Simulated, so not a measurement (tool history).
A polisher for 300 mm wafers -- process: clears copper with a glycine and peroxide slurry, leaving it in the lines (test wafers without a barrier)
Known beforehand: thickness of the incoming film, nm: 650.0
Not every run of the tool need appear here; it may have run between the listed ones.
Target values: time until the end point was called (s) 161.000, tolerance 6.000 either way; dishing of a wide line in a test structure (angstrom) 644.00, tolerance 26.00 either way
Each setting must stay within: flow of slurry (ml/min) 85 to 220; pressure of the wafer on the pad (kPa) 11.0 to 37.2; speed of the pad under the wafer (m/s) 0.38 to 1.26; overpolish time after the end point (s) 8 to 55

run	day	flow of slurry (ml/min)	pressure of the wafer on the pad (kPa)	speed of the pad under the wafer (m/s)	overpolish time after the end point (s)	time until the end point was called (s)	dishing of a wide line in a test structure (angstrom)
1	0.000	140	24.1	0.82	28	116.170	623.86
2	0.058	140	24.1	0.82	21	115.280	548.95
3	0.279	140	24.1	0.98	21	101.340	568.43
4	0.608	140	26.2	0.98	21	95.059	582.62
5	0.854	140	26.2	0.98	31	95.181	670.91
6	0.996	140	24.8	0.98	32	97.835	654.46
7	1.192	120	17.9	0.86	46	139.800	665.64
8	1.229	120	17.2	0.86	46	147.180	651.85
9	1.525	115	15.9	0.86	48	152.360	671.23
# day 1.775: slurry nozzle cleaned
10	1.775	115	13.8	0.86	46	151.380	653.18

Which single option among these 4 for the next run brings every result within its allowed miss of target? Just one does.
A	2.025	90	13.1	1.02	50	?	?
B	2.025	90	15.9	0.90	55	?	?
C	2.025	95	13.1	0.90	47	?	?
D	2.025	115	13.1	0.96	41	?	?

move	time until the end point was called (s)	dishing of a wide line in a test structure (angstrom)
A	146.680	664.53
B	145.740	692.67
C	158.970	652.81
D	143.280	641.85
A: its largest miss is bigger than the last run's
B: its largest miss is bigger than the last run's
C: every result within its allowed miss
D: its largest miss is bigger than the last run's
Correct choice: C, which meets every target
